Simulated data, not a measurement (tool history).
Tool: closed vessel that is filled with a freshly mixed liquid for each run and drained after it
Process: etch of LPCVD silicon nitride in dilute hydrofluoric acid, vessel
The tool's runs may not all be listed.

run  hour  temperature setpoint of the liquid (K)  parts of water to one part of 49 % hydrofluoric acid (parts by volume)  time in the liquid (s)  thickness taken off the LPCVD silicon nitride on a monitor wafer (nm)
  1     0                                  294.15                                                                      45                    2690                                                                  20.39
  2   3.8                                  295.15                                                                      45                    2690                                                                 21.985
  3   8.7                                  295.15                                                                      50                    2690                                                                 19.855
  4  13.1                                  293.65                                                                      50                    2690                                                                 17.828
  5  17.9                                  295.15                                                                      50                    2690                                                                 19.848
  6  21.2                                  295.15                                                                      50                    2690                                                                 19.764
  7  24.9                                  296.15                                                                      50                    2690                                                                 21.135
  8  32.5                                  297.15                                                                      50                    2690                                                                 22.674
  9  42.4                                  297.65                                                                      50                    2690                                                                 23.405

Forecast run 10:
 10    50                                  298.15                                                                      50                    2690                                                                      ?

thickness taken off the LPCVD silicon nitride on a monitor wafer (nm): 24.408

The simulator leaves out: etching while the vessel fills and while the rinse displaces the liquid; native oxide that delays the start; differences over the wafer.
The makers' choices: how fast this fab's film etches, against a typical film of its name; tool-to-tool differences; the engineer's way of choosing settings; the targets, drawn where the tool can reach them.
